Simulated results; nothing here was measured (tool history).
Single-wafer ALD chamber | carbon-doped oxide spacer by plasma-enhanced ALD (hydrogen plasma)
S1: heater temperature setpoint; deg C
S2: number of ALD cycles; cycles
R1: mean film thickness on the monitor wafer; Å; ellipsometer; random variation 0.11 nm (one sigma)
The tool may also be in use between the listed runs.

{"run": 1, "hour": 0.0, "S1": 395, "S2": 582, "R1": 287.65}
{"run": 2, "hour": 8.3, "S1": 395, "S2": 560, "R1": 273.32}
{"run": 3, "hour": 16.4, "S1": 395, "S2": 544, "R1": 268.87}
{"run": 4, "hour": 22.4, "S1": 395, "S2": 604, "R1": 296.71}
{"run": 5, "hour": 26.4, "S1": 395, "S2": 549, "R1": 271.3}
{"run": 6, "hour": 28.2, "S1": 395, "S2": 531, "R1": 264.2}

Forecast run 7:
{"run": 7, "hour": 31.2, "S1": 395, "S2": 438, "R1": "?"}

R1: 215.44 Å
